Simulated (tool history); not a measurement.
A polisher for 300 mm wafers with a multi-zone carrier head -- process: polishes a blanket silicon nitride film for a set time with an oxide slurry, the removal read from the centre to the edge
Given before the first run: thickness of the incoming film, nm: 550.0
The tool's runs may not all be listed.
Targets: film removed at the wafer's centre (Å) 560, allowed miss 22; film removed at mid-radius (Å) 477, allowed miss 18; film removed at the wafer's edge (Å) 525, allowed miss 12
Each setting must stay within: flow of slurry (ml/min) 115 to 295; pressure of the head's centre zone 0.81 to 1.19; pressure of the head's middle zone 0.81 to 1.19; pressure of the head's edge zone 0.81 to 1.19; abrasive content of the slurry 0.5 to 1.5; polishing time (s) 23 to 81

run  hour  flow of slurry (ml/min)  pressure of the head's centre zone  pressure of the head's middle zone  pressure of the head's edge zone  abrasive content of the slurry  polishing time (s)  film removed at the wafer's centre (Å)  film removed at mid-radius (Å)  film removed at the wafer's edge (Å)
  1     0                      190                                   1                                   1                                 1                               1                  52                                  402.11                          407.91                                391.08
  2   6.9                      190                                   1                                   1                              0.94                               1                  52                                  405.97                          394.63                                379.22
  3  11.9                      200                                1.04                                0.96                              1.01                            1.15                  52                                  437.41                          407.07                                413.82
  4  15.9                      200                                1.04                                0.96                              1.08                            1.15                  52                                  442.01                          411.78                                425.95
  5    17                      200                                1.04                                0.96                              1.08                            0.95                  52                                   411.5                          378.82                                406.05
  6  21.9                      215                                1.06                                0.95                              1.11                             1.1                  53                                  466.61                          404.95                                441.99
  7  29.5                      230                                1.06                                0.95                              1.14                             1.2                  53                                   473.9                          422.01                                455.96
  8  36.7                      230                                1.07                                0.94                              1.15                             1.3                  54                                  498.81                          431.48                                   481
  9  45.2                      235                                1.08                                0.95                              1.16                            1.35                  54                                  525.86                          447.25                                491.05
 10  53.7                      235                                1.08                                0.95                              1.17                             1.4                  54                                  515.66                          452.12                                495.38

Next run, 4 choices. One meets every target within its allowed miss, the rest don't. Which?
  A  62.2                      235                                1.16                                0.92                               1.1                            1.25                  61                                       ?                               ?                                     ?
  B  62.2                      225                                1.18                                0.95                              1.14                             1.4                  53                                       ?                               ?                                     ?
  C  62.2                      245                                1.12                                0.87                              1.19                            1.45                  56                                       ?                               ?                                     ?
  D  62.2                      230                                 1.1                                0.93                              1.15                            1.45                  57                                       ?                               ?                                     ?

move  film removed at the wafer's centre (Å)  film removed at mid-radius (Å)  film removed at the wafer's edge (Å)
   A                                  610.65                          468.31                                 531.2
   B                                  554.87                          429.74                                483.84
   C                                  568.31                          431.01                                532.91
   D                                  563.42                          460.17                                529.33
A: the furthest-off result lands on target, but another misses its tolerance
B: lands further from the targets than the last run did
C: the furthest-off result lands on target, but another misses its tolerance
D: all results in spec
Move D is the one to make.

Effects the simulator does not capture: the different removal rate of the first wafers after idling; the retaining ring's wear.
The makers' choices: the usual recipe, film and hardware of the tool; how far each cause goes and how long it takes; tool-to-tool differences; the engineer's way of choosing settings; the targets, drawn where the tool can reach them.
